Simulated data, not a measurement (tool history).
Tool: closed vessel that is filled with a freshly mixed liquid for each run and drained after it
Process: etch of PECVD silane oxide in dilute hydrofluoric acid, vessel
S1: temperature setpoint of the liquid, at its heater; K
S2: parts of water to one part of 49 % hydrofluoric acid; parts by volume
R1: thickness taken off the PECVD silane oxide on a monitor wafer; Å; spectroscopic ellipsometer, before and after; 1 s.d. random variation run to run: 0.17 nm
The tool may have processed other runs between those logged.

Run 1, hour 0: S1 298.15 K, S2 125 parts by volume, time in the liquid (s) 85. Result: R1 274.45 Å.
Run 2, hour 5.8: S1 300.15 K, S2 120 parts by volume, time in the liquid (s) 85. Result: R1 310.17 Å.
Run 3, hour 14.8: S1 300.15 K, S2 120 parts by volume, time in the liquid (s) 90. Result: R1 328.97 Å.
Run 4, hour 21: S1 301.65 K, S2 120 parts by volume, time in the liquid (s) 90. Result: R1 349.17 Å.
Run 5, hour 29.2: S1 301.65 K, S2 120 parts by volume, time in the liquid (s) 90. Result: R1 347.46 Å.
Run 6, hour 35: S1 301.65 K, S2 155 parts by volume, time in the liquid (s) 90. Result: R1 257 Å.
Run 7, hour 42.7: S1 302.65 K, S2 145 parts by volume, time in the liquid (s) 90. Result: R1 288.73 Å.
Run 8, hour 44.2: S1 303.65 K, S2 140 parts by volume, time in the liquid (s) 90. Result: R1 313.16 Å.
Run 9, hour 52.7: S1 303.65 K, S2 140 parts by volume, time in the liquid (s) 90. Result: R1 313.66 Å.

Run 10, settings as shown, results not yet in. Your forecast:
Run 10, hour 55.4: S1 304.15 K, S2 135 parts by volume, time in the liquid (s) 90. Result: R1 ?.

{"run 10": {"R1": 329.76}}

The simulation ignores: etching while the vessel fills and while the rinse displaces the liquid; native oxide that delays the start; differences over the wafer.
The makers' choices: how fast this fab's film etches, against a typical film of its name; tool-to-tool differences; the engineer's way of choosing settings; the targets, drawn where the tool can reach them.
